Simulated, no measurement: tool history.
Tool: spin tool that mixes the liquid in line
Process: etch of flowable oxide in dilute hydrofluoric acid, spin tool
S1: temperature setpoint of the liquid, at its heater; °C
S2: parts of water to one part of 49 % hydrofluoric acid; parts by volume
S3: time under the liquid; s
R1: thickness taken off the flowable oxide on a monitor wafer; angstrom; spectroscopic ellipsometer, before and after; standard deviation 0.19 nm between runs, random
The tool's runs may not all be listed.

run	hour	S1	S2	S3	R1
1	0.0	24.0	60	55	453.47
2	3.1	22.0	60	55	421.66
3	11.5	21.0	60	55	403.69
4	17.6	21.0	80	55	293.04
5	22.2	22.0	80	55	307.87
6	28.7	23.5	80	55	325.30
7	30.9	24.0	80	55	332.82

For run 8, what comes out?
8	34.9	24.5	80	55	?

R1: 336.33 angstrom

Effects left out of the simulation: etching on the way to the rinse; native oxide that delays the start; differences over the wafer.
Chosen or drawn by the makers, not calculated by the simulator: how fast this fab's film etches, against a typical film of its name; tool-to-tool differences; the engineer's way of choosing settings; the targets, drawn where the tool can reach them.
